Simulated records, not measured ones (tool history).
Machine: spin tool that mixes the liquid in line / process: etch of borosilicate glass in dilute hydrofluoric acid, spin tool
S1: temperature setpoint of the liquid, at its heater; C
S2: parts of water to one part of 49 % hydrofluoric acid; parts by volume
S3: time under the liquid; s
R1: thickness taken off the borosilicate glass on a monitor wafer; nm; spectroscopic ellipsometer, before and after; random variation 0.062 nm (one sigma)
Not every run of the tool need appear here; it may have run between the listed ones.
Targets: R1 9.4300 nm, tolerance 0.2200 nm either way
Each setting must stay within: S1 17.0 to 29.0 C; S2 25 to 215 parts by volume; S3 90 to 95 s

{"run": 1, "hour": 0.0, "S1": 21.0, "S2": 120, "S3": 90, "R1": 12.34}
{"run": 2, "hour": 8.3, "S1": 24.0, "S2": 120, "S3": 90, "R1": 13.897}
{"run": 3, "hour": 10.5, "S1": 22.0, "S2": 120, "S3": 90, "R1": 12.67}
{"run": 4, "hour": 15.7, "S1": 22.0, "S2": 120, "S3": 95, "R1": 13.412}
{"run": 5, "hour": 19.0, "S1": 21.0, "S2": 125, "S3": 95, "R1": 12.223}
{"run": 6, "hour": 21.7, "S1": 21.0, "S2": 125, "S3": 95, "R1": 12.389}
{"run": 7, "hour": 30.1, "S1": 20.5, "S2": 125, "S3": 95, "R1": 12.026}
{"run": 8, "hour": 38.1, "S1": 20.0, "S2": 125, "S3": 95, "R1": 11.785}
{"run": 9, "hour": 46.4, "S1": 19.5, "S2": 125, "S3": 95, "R1": 11.533}
{"run": 10, "hour": 47.0, "S1": 19.0, "S2": 125, "S3": 95, "R1": 11.384}
{"run": 11, "hour": 50.7, "S1": 18.5, "S2": 125, "S3": 95, "R1": 11.153}
{"run": 12, "hour": 56.4, "S1": 18.0, "S2": 125, "S3": 95, "R1": 10.878}
{"run": 13, "hour": 61.6, "S1": 17.5, "S2": 130, "S3": 95, "R1": 10.065}

4 next moves are on the table. One of them brings every result within its allowed miss. Which?
{"run": "A", "hour": 66.8, "S1": 19.0, "S2": 140, "S3": 95, "R1": "?"}
{"run": "B", "hour": 66.8, "S1": 18.0, "S2": 135, "S3": 95, "R1": "?"}
{"run": "C", "hour": 66.8, "S1": 17.0, "S2": 130, "S3": 90, "R1": "?"}
{"run": "D", "hour": 66.8, "S1": 17.5, "S2": 135, "S3": 95, "R1": "?"}

move=A R1=9.8800
move=B R1=9.8877
move=C R1=9.3819
move=D R1=9.6868
A: nearer the targets than the last run, but a result is still out of spec
B: nearer the targets than the last run, but a result is still out of spec
C: all results in spec
D: nearer the targets than the last run, but a result is still out of spec
Go with C: it meets all targets.
